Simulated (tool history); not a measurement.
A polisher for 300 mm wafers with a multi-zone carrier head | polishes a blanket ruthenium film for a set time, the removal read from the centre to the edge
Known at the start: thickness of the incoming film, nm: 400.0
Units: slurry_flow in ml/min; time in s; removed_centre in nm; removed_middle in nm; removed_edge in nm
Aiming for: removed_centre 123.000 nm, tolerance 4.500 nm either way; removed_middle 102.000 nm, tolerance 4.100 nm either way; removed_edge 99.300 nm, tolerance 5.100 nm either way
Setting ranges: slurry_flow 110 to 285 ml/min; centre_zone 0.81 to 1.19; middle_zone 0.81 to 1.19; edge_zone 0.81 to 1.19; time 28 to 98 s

run  hour  slurry_flow  centre_zone  middle_zone  edge_zone  time  removed_centre  removed_middle  removed_edge
  1   0.0          180         1.00         1.00       1.00    63          70.945          70.772        70.949
  2   7.8          135         1.00         1.00       1.00    63          65.967          67.692        67.588
  3  16.4          135         1.00         1.07       1.00    63          66.055          71.071        65.856
  4  17.7          135         1.00         1.13       1.00    63          66.278          75.943        67.257
  5  25.0          145         1.02         1.12       1.00    65          70.893          76.650        70.480
  6  25.6          155         1.04         1.13       0.99    66          73.317          78.101        72.196
  7  29.3          155         1.04         1.13       0.99    66          72.756          78.362        70.877
  8  37.1          165         1.06         1.12       0.98    68          78.932          81.212        74.555
  9  41.1          175         1.07         1.12       0.98    69          82.577          83.705        75.081
 10  45.3          180         1.08         1.12       0.99    70          83.449          85.267        77.109

Exercise: of the 4 proposed moves below, exactly one satisfies all targets within the stated allowed misses. Which move is it?
  A  49.5          285         1.16         0.81       0.90    88               ?               ?             ?
  B  49.5          195         1.19         0.91       0.95    90               ?               ?             ?
  C  49.5          210         1.19         0.90       0.96    89               ?               ?             ?
  D  49.5          190         1.19         0.99       0.94    91               ?               ?             ?

move  removed_centre  removed_middle  removed_edge
   A         120.760          90.520        98.057
   B         120.470          96.127        98.680
   C         120.500          95.266        98.723
   D         121.360         103.060        99.020
A: puts the biggest miss on target and leaves a different result outside tolerance
B: puts the biggest miss on target and leaves a different result outside tolerance
C: puts the biggest miss on target and leaves a different result outside tolerance
D: meets every target
Go with D: it meets all targets.
